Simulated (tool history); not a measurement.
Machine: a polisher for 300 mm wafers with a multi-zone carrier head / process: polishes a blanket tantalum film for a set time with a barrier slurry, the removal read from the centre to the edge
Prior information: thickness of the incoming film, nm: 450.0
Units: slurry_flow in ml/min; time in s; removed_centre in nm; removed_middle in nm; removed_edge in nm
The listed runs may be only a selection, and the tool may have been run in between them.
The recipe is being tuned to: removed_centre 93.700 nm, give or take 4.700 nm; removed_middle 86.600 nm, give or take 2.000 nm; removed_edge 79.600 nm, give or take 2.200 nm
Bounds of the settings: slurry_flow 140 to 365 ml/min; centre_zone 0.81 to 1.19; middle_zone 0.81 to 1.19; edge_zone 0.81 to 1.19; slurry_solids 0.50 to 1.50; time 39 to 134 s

run,day,slurry_flow,centre_zone,middle_zone,edge_zone,slurry_solids,time,removed_centre,removed_middle,removed_edge
1,0.000,235,1.00,1.00,1.00,1.00,86,103.630,99.967,99.927
2,0.321,230,1.01,1.00,0.96,0.90,86,100.830,96.923,95.620
3,0.567,230,1.01,1.00,0.96,1.10,86,105.580,101.530,99.529
4,0.879,230,1.02,1.00,0.93,1.00,85,106.480,96.660,95.031
5,0.992,230,1.02,1.00,0.93,1.00,75,94.300,86.171,83.272
6,1.367,230,1.02,1.06,0.93,1.00,75,93.439,90.742,84.286
7,1.612,220,1.02,1.06,0.91,1.00,75,88.274,91.561,82.855
8,1.946,220,1.03,1.05,0.90,1.00,75,93.356,89.401,83.151
9,1.988,220,1.03,1.05,0.88,1.00,75,91.392,90.263,81.537
10,2.021,215,1.04,1.04,0.87,1.00,75,91.801,87.645,81.844
11,2.312,220,1.04,1.04,0.86,1.00,75,91.683,88.569,80.571
12,2.517,220,1.05,1.04,0.86,1.00,75,93.105,89.348,82.158
13,2.683,225,1.05,1.03,0.85,1.00,75,93.858,88.467,80.231

Of the 5 settings listed for the next run, only one would bring every result within its allowed miss of target. Which one?
A,2.850,190,1.14,1.10,0.99,0.95,71,?,?,?
B,2.850,355,1.05,1.07,0.86,1.25,67,?,?,?
C,2.850,275,1.14,1.06,0.81,0.80,77,?,?,?
D,2.850,190,0.96,1.10,0.81,1.25,73,?,?,?
E,2.850,225,1.13,1.11,0.89,0.95,74,?,?,?

move,removed_centre,removed_middle,removed_edge
A,93.423,85.582,80.095
B,92.016,88.913,78.639
C,101.310,89.572,78.209
D,85.856,93.627,79.836
E,98.484,91.545,80.479
A: every result lands within tolerance
B: its largest miss is bigger than the last run's
C: its largest miss is bigger than the last run's
D: its largest miss is bigger than the last run's
E: its largest miss is bigger than the last run's
A meets every target.
